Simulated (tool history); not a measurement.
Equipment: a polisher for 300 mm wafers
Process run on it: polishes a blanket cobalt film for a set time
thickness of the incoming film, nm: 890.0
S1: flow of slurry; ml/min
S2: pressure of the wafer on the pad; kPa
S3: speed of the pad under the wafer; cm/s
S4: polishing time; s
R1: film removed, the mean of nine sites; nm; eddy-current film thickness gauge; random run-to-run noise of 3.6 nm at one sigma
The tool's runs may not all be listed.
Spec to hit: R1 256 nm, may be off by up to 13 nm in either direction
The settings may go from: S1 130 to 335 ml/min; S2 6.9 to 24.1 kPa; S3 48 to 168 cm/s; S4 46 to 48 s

| run | hour | S1 | S2 | S3 | S4 | R1 |
|---|---|---|---|---|---|---|
| 1 | 0 | 215 | 15.2 | 108 | 46 | 330.27 |
| 2 | 4.3 | 170 | 15.2 | 108 | 46 | 318.39 |
| 3 | 13.1 | 135 | 15.2 | 108 | 46 | 307.87 |
| 4 | 18.7 | 135 | 15.2 | 122 | 46 | 351.72 |
| 5 | 26.3 | 180 | 15.2 | 122 | 46 | 352.09 |
| 6 | 27.6 | 180 | 18.6 | 122 | 46 | 439.03 |
| 7 | 30 | 180 | 15.9 | 120 | 46 | 364.4 |
| 8 | 34.8 | 180 | 13.8 | 118 | 46 | 318.82 |
| 9 | 41.7 | 180 | 12.4 | 118 | 46 | 286.49 |
| 10 | 48.6 | 180 | 11.7 | 118 | 46 | 276.64 |

Below are 4 possible settings for the next run. Only one of them brings all results inside the allowed miss of their targets. Which is it?
| A | 55.5 | 185 | 12.4 | 104 | 46 | ? |
| B | 55.5 | 145 | 13.1 | 110 | 46 | ? |
| C | 55.5 | 175 | 12.4 | 120 | 46 | ? |
| D | 55.5 | 190 | 11 | 124 | 48 | ? |

| move | R1 |
|---|---|
| A | 254.58 |
| B | 275.13 |
| C | 289.02 |
| D | 280.04 |
A: every result lands within tolerance
B: nearer than the last run, and not there yet
C: further off than the last run
D: further off than the last run
Move A is the one to make.
